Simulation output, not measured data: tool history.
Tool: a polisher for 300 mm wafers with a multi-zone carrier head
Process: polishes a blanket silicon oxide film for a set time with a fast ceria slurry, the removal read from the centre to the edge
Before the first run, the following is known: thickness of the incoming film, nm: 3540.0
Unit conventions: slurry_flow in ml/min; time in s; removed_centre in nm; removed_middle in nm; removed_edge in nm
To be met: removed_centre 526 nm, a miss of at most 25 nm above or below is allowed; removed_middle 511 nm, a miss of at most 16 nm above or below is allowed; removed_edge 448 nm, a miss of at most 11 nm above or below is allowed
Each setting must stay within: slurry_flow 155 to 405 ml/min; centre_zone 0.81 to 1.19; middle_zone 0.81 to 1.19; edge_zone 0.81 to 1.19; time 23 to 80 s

{"run": 1, "day": 0.0, "slurry_flow": 260, "centre_zone": 1, "middle_zone": 1, "edge_zone": 1, "time": 51, "removed_centre": 775.35, "removed_middle": 763.83, "removed_edge": 771.01}
{"run": 2, "day": 0.317, "slurry_flow": 260, "centre_zone": 1, "middle_zone": 0.94, "edge_zone": 1, "time": 51, "removed_centre": 780.93, "removed_middle": 726.42, "removed_edge": 777.62}
{"run": 3, "day": 0.383, "slurry_flow": 260, "centre_zone": 1.08, "middle_zone": 0.94, "edge_zone": 1, "time": 51, "removed_centre": 818.62, "removed_middle": 737.38, "removed_edge": 771.77}
{"run": 4, "day": 0.733, "slurry_flow": 255, "centre_zone": 1.08, "middle_zone": 0.97, "edge_zone": 0.95, "time": 44, "removed_centre": 701.89, "removed_middle": 653.94, "removed_edge": 648.08}
{"run": 5, "day": 0.971, "slurry_flow": 250, "centre_zone": 1.09, "middle_zone": 0.98, "edge_zone": 0.91, "time": 40, "removed_centre": 645.8, "removed_middle": 594.79, "removed_edge": 582.28}
{"run": 6, "day": 1.296, "slurry_flow": 295, "centre_zone": 1.09, "middle_zone": 0.98, "edge_zone": 0.91, "time": 40, "removed_centre": 651.32, "removed_middle": 599.4, "removed_edge": 586.46}
{"run": 7, "day": 1.479, "slurry_flow": 295, "centre_zone": 1.1, "middle_zone": 1, "edge_zone": 0.88, "time": 37, "removed_centre": 623.99, "removed_middle": 554.91, "removed_edge": 534.95}
{"run": 8, "day": 1.512, "slurry_flow": 285, "centre_zone": 1.09, "middle_zone": 1.03, "edge_zone": 0.86, "time": 35, "removed_centre": 568.8, "removed_middle": 526.4, "removed_edge": 505.5}
{"run": 9, "day": 1.679, "slurry_flow": 275, "centre_zone": 1.17, "middle_zone": 1.13, "edge_zone": 0.81, "time": 30, "removed_centre": 520.53, "removed_middle": 488.57, "removed_edge": 424.27}
{"run": 10, "day": 1.725, "slurry_flow": 280, "centre_zone": 1.16, "middle_zone": 1.13, "edge_zone": 0.83, "time": 30, "removed_centre": 528.04, "removed_middle": 490.84, "removed_edge": 432.26}
{"run": 11, "day": 1.812, "slurry_flow": 280, "centre_zone": 1.15, "middle_zone": 1.14, "edge_zone": 0.84, "time": 30, "removed_centre": 505.12, "removed_middle": 492.49, "removed_edge": 428.87}
{"run": 12, "day": 2.154, "slurry_flow": 285, "centre_zone": 1.16, "middle_zone": 1.14, "edge_zone": 0.85, "time": 30, "removed_centre": 527.88, "removed_middle": 497.05, "removed_edge": 430.42}

Exercise: of the 4 proposed moves below, exactly one satisfies all targets within the stated allowed misses. Which move is it?
{"run": "A", "day": 2.496, "slurry_flow": 285, "centre_zone": 1.09, "middle_zone": 1.01, "edge_zone": 0.85, "time": 31, "removed_centre": "?", "removed_middle": "?", "removed_edge": "?"}
{"run": "B", "day": 2.496, "slurry_flow": 325, "centre_zone": 1.19, "middle_zone": 1.17, "edge_zone": 0.85, "time": 29, "removed_centre": "?", "removed_middle": "?", "removed_edge": "?"}
{"run": "C", "day": 2.496, "slurry_flow": 285, "centre_zone": 0.96, "middle_zone": 1.06, "edge_zone": 0.88, "time": 33, "removed_centre": "?", "removed_middle": "?", "removed_edge": "?"}
{"run": "D", "day": 2.496, "slurry_flow": 235, "centre_zone": 1.12, "middle_zone": 1.13, "edge_zone": 0.84, "time": 32, "removed_centre": "?", "removed_middle": "?", "removed_edge": "?"}

move=A removed_centre=519.43 removed_middle=464.41 removed_edge=446.17
move=B removed_centre=531.84 removed_middle=487.6 removed_edge=420.58
move=C removed_centre=496.46 removed_middle=511.52 removed_edge=480.66
move=D removed_centre=536.68 removed_middle=507.91 removed_edge=450.87
A: the worst result of the last run now meets its target, but another is out of spec
B: the biggest miss grows against the last run
C: carries the result that was furthest off beyond its target, to the other side
D: in spec on every target
D is the move that brings every result within its allowed miss.

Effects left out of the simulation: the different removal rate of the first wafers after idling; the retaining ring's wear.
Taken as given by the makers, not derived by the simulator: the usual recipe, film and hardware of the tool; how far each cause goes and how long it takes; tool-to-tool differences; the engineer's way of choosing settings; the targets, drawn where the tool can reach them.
